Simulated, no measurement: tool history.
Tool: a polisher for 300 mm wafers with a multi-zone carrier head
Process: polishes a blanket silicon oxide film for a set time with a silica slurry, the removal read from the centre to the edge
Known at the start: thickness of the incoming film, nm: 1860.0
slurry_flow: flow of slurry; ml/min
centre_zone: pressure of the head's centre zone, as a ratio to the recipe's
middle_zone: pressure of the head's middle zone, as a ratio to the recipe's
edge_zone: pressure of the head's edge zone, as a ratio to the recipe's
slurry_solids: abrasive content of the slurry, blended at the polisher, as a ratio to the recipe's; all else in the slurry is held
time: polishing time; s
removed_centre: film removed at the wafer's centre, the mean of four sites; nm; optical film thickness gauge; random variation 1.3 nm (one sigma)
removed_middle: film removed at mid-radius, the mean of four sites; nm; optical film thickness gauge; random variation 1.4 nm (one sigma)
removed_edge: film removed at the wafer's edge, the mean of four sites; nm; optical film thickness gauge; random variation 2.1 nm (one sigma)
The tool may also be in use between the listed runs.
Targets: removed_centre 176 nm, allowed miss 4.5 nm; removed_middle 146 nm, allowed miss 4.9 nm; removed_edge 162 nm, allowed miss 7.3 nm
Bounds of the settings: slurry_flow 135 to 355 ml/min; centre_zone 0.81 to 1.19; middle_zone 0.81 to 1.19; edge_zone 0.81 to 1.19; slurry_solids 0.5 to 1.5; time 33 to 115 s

run 1 day=0 | slurry_flow=225 centre_zone=1 middle_zone=1 edge_zone=1 slurry_solids=1 time=73 | removed_centre=262.36 removed_middle=264.14 removed_edge=265.82
run 2 day=0.246 | slurry_flow=220 centre_zone=1.01 middle_zone=0.98 edge_zone=0.98 slurry_solids=0.95 time=71 | removed_centre=248.42 removed_middle=244.51 removed_edge=249.59
run 3 day=0.304 | slurry_flow=220 centre_zone=1.01 middle_zone=0.98 edge_zone=0.98 slurry_solids=0.75 time=71 | removed_centre=212.03 removed_middle=207.14 removed_edge=207.03
run 4 day=0.554 | slurry_flow=220 centre_zone=1.01 middle_zone=0.98 edge_zone=0.98 slurry_solids=0.65 time=71 | removed_centre=189.38 removed_middle=182.48 removed_edge=187.47
run 5 day=0.658 | slurry_flow=215 centre_zone=1.01 middle_zone=0.96 edge_zone=0.97 slurry_solids=0.65 time=71 | removed_centre=189.85 removed_middle=180.69 removed_edge=187.92
run 6 day=0.775 | slurry_flow=215 centre_zone=1.01 middle_zone=0.96 edge_zone=0.97 slurry_solids=0.75 time=71 | removed_centre=214.43 removed_middle=200.39 removed_edge=213.23
run 7 day=0.829 | slurry_flow=215 centre_zone=1.02 middle_zone=0.96 edge_zone=0.97 slurry_solids=0.7 time=70 | removed_centre=201.24 removed_middle=190.91 removed_edge=196.82
run 8 day=0.917 | slurry_flow=220 centre_zone=1.02 middle_zone=0.94 edge_zone=0.96 slurry_solids=0.65 time=69 | removed_centre=187.54 removed_middle=173.58 removed_edge=180.37
run 9 day=1.283 | slurry_flow=220 centre_zone=1.02 middle_zone=0.92 edge_zone=0.95 slurry_solids=0.65 time=69 | removed_centre=185.48 removed_middle=170.6 removed_edge=181.68

Which of these 4 next moves meets every target?
run A day=1.65 | slurry_flow=225 centre_zone=1.01 middle_zone=1.1 edge_zone=0.86 slurry_solids=0.65 time=70 | removed_centre=? removed_middle=? removed_edge=?
run B day=1.65 | slurry_flow=270 centre_zone=1.02 middle_zone=1.05 edge_zone=0.91 slurry_solids=0.65 time=65 | removed_centre=? removed_middle=? removed_edge=?
run C day=1.65 | slurry_flow=210 centre_zone=0.97 middle_zone=0.85 edge_zone=1.05 slurry_solids=0.6 time=73 | removed_centre=? removed_middle=? removed_edge=?
run D day=1.65 | slurry_flow=210 centre_zone=1.09 middle_zone=0.89 edge_zone=0.97 slurry_solids=0.6 time=66 | removed_centre=? removed_middle=? removed_edge=?

move=A removed_centre=189.84 removed_middle=199.64 removed_edge=173.4
move=B removed_centre=182.39 removed_middle=182.13 removed_edge=168.11
move=C removed_centre=174.35 removed_middle=154.23 removed_edge=183.8
move=D removed_centre=177.34 removed_middle=144.75 removed_edge=159.82
A: further off than the last run
B: further off than the last run
C: nearer than the last run, and not there yet
D: meets every target
Answer: D
